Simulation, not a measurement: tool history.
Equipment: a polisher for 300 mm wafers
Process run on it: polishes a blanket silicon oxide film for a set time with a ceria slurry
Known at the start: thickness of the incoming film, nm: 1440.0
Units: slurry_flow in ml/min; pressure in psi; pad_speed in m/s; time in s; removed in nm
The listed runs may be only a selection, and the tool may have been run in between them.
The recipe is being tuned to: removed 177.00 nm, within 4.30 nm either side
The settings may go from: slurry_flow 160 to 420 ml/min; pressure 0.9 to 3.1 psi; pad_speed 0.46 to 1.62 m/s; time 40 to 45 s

run	day	slurry_flow	pressure	pad_speed	time	removed
1	0.000	270	2.0	1.04	45	122.55
2	0.300	230	2.0	1.04	45	120.25
3	0.575	240	2.1	1.04	45	129.03
4	0.742	240	2.2	1.04	45	135.44
5	1.121	245	2.3	1.04	45	139.95
6	1.242	245	2.4	1.04	45	144.61
7	1.471	245	2.5	1.04	45	152.22
8	1.808	245	2.6	1.04	45	156.15
9	1.950	245	2.7	1.04	45	163.32
10	2.217	245	2.8	1.04	45	168.16

4 next moves are on the table. One of them brings every result within its allowed miss. Which?
A	2.483	255	2.9	1.12	45	?
B	2.483	225	2.6	1.18	45	?
C	2.483	280	2.8	1.16	45	?
D	2.483	240	2.6	1.22	40	?

move	removed
A	188.07
B	175.26
C	189.18
D	161.62
A: moves the result that the last run missed by most past its target, out the other side
B: every result lands within tolerance
C: moves the result that the last run missed by most past its target, out the other side
D: misses by more than the last run did
B meets every target.
